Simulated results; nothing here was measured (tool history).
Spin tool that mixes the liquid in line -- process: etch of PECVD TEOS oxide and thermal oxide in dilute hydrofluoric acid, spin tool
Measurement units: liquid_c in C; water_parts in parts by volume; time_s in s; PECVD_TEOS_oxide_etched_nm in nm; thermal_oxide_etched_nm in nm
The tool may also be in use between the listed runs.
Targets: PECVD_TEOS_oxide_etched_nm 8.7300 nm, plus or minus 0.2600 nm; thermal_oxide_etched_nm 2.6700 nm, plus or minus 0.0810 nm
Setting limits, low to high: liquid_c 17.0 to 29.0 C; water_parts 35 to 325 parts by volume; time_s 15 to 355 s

run 1 hour=0.0 | liquid_c=21.0 water_parts=180 time_s=180 | PECVD_TEOS_oxide_etched_nm=12.4930 thermal_oxide_etched_nm=3.7784
run 2 hour=7.7 | liquid_c=24.0 water_parts=180 time_s=180 | PECVD_TEOS_oxide_etched_nm=14.1200 thermal_oxide_etched_nm=4.3691
run 3 hour=10.2 | liquid_c=24.0 water_parts=180 time_s=125 | PECVD_TEOS_oxide_etched_nm=9.7404 thermal_oxide_etched_nm=3.0318
run 4 hour=17.4 | liquid_c=24.0 water_parts=180 time_s=160 | PECVD_TEOS_oxide_etched_nm=12.6510 thermal_oxide_etched_nm=3.8271
run 5 hour=26.4 | liquid_c=22.0 water_parts=180 time_s=160 | PECVD_TEOS_oxide_etched_nm=11.4840 thermal_oxide_etched_nm=3.4895
run 6 hour=32.8 | liquid_c=22.0 water_parts=145 time_s=160 | PECVD_TEOS_oxide_etched_nm=15.0460 thermal_oxide_etched_nm=4.4940
run 7 hour=33.5 | liquid_c=21.0 water_parts=160 time_s=160 | PECVD_TEOS_oxide_etched_nm=13.0420 thermal_oxide_etched_nm=3.9407
run 8 hour=37.2 | liquid_c=20.0 water_parts=170 time_s=160 | PECVD_TEOS_oxide_etched_nm=11.5390 thermal_oxide_etched_nm=3.4967
run 9 hour=37.7 | liquid_c=19.5 water_parts=175 time_s=160 | PECVD_TEOS_oxide_etched_nm=10.9000 thermal_oxide_etched_nm=3.3174
run 10 hour=42.9 | liquid_c=17.0 water_parts=200 time_s=160 | PECVD_TEOS_oxide_etched_nm=8.4186 thermal_oxide_etched_nm=2.5780

Exercise: of the 4 proposed moves below, exactly one satisfies all targets within the stated allowed misses. Which move is it?
run A hour=48.1 | liquid_c=17.5 water_parts=170 time_s=135 | PECVD_TEOS_oxide_etched_nm=? thermal_oxide_etched_nm=?
run B hour=48.1 | liquid_c=21.0 water_parts=195 time_s=130 | PECVD_TEOS_oxide_etched_nm=? thermal_oxide_etched_nm=?
run C hour=48.1 | liquid_c=18.5 water_parts=185 time_s=130 | PECVD_TEOS_oxide_etched_nm=? thermal_oxide_etched_nm=?
run D hour=48.1 | liquid_c=17.5 water_parts=210 time_s=160 | PECVD_TEOS_oxide_etched_nm=? thermal_oxide_etched_nm=?

move=A PECVD_TEOS_oxide_etched_nm=8.7973 thermal_oxide_etched_nm=2.7209
move=B PECVD_TEOS_oxide_etched_nm=8.2693 thermal_oxide_etched_nm=2.5576
move=C PECVD_TEOS_oxide_etched_nm=7.9860 thermal_oxide_etched_nm=2.4700
move=D PECVD_TEOS_oxide_etched_nm=8.1301 thermal_oxide_etched_nm=2.5146
A: hits every target within its allowed miss
B: its largest miss is bigger than the last run's
C: its largest miss is bigger than the last run's
D: its largest miss is bigger than the last run's
Move A is the one to make.
